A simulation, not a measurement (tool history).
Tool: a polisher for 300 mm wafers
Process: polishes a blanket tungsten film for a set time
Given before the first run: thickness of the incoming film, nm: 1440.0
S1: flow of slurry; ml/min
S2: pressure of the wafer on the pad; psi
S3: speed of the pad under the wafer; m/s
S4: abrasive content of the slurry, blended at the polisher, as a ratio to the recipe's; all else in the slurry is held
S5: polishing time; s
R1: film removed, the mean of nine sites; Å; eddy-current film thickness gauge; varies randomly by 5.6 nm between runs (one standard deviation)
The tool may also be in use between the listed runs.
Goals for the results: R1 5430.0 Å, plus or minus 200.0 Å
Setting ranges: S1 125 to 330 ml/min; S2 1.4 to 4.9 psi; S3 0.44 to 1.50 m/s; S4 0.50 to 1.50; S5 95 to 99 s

Run 1, hour 0.0: S1 210 ml/min, S2 3.1 psi, S3 0.96 m/s, S4 1.00, S5 95 s. Result: R1 4096.4 Å.
Run 2, hour 6.3: S1 210 ml/min, S2 3.1 psi, S3 0.96 m/s, S4 1.20, S5 95 s. Result: R1 4333.6 Å.
Run 3, hour 8.0: S1 210 ml/min, S2 3.3 psi, S3 0.96 m/s, S4 1.20, S5 95 s. Result: R1 4582.1 Å.
Run 4, hour 9.7: S1 210 ml/min, S2 3.5 psi, S3 0.96 m/s, S4 1.20, S5 95 s. Result: R1 4703.8 Å.
Run 5, hour 14.8: S1 210 ml/min, S2 3.7 psi, S3 0.96 m/s, S4 1.20, S5 95 s. Result: R1 4932.1 Å.
Run 6, hour 17.0: S1 210 ml/min, S2 3.7 psi, S3 0.96 m/s, S4 1.20, S5 95 s. Result: R1 4963.4 Å.
Run 7, hour 21.7: S1 210 ml/min, S2 3.8 psi, S3 0.96 m/s, S4 1.20, S5 95 s. Result: R1 5014.7 Å.
Run 8, hour 23.2: S1 210 ml/min, S2 3.9 psi, S3 0.96 m/s, S4 1.20, S5 95 s. Result: R1 5031.0 Å.

4 candidate next runs follow, results not yet known. Just one meets every target within its allowed miss. Identify it.
Run A, hour 24.7: S1 185 ml/min, S2 2.9 psi, S3 1.22 m/s, S4 1.10, S5 95 s. Result: R1 ?.
Run B, hour 24.7: S1 235 ml/min, S2 4.1 psi, S3 0.72 m/s, S4 1.45, S5 95 s. Result: R1 ?.
Run C, hour 24.7: S1 250 ml/min, S2 3.5 psi, S3 1.08 m/s, S4 1.10, S5 99 s. Result: R1 ?.
Run D, hour 24.7: S1 210 ml/min, S2 4.0 psi, S3 0.78 m/s, S4 1.15, S5 95 s. Result: R1 ?.

move      R1
   A  4680.0
   B  4669.1
   C  5331.1
   D  4475.8
A: misses by more than the last run did
B: misses by more than the last run did
C: every result within its allowed miss
D: misses by more than the last run did
C is the move that brings every result within its allowed miss.

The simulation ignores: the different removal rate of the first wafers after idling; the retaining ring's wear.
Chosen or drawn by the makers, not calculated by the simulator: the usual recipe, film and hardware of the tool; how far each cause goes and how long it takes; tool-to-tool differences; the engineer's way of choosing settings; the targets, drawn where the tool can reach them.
